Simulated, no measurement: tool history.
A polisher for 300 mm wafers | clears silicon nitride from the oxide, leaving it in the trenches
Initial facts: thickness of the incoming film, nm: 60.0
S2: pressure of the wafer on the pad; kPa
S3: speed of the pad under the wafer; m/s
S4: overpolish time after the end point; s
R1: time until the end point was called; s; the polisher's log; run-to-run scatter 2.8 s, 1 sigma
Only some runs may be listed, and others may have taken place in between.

{"run": 1, "hour": 0.0, "flow of slurry (ml/min)": 230, "S2": 11.7, "S3": 1.2, "S4": 4, "R1": 81.741}
{"run": 2, "hour": 4.6, "flow of slurry (ml/min)": 230, "S2": 11.7, "S3": 1.2, "S4": 4, "R1": 80.366}
{"run": 3, "hour": 5.1, "flow of slurry (ml/min)": 200, "S2": 11.7, "S3": 1.2, "S4": 4, "R1": 83.145}
{"run": 4, "hour": 14.1, "flow of slurry (ml/min)": 180, "S2": 11.7, "S3": 1.2, "S4": 4, "R1": 82.491}
{"run": 5, "hour": 18.3, "flow of slurry (ml/min)": 180, "S2": 10.3, "S3": 1.14, "S4": 4, "R1": 99.824}
{"run": 6, "hour": 24.0, "flow of slurry (ml/min)": 180, "S2": 9, "S3": 1.12, "S4": 4, "R1": 116.61}
{"run": 7, "hour": 26.9, "flow of slurry (ml/min)": 180, "S2": 8.3, "S3": 1.12, "S4": 4, "R1": 124.05}
{"run": 8, "hour": 30.9, "flow of slurry (ml/min)": 180, "S2": 5.5, "S3": 1.08, "S4": 4, "R1": 191.14}

For run 9, what comes out?
{"run": 9, "hour": 31.7, "flow of slurry (ml/min)": 180, "S2": 6.2, "S3": 1.08, "S4": 4, "R1": "?"}

R1: 169.64 s

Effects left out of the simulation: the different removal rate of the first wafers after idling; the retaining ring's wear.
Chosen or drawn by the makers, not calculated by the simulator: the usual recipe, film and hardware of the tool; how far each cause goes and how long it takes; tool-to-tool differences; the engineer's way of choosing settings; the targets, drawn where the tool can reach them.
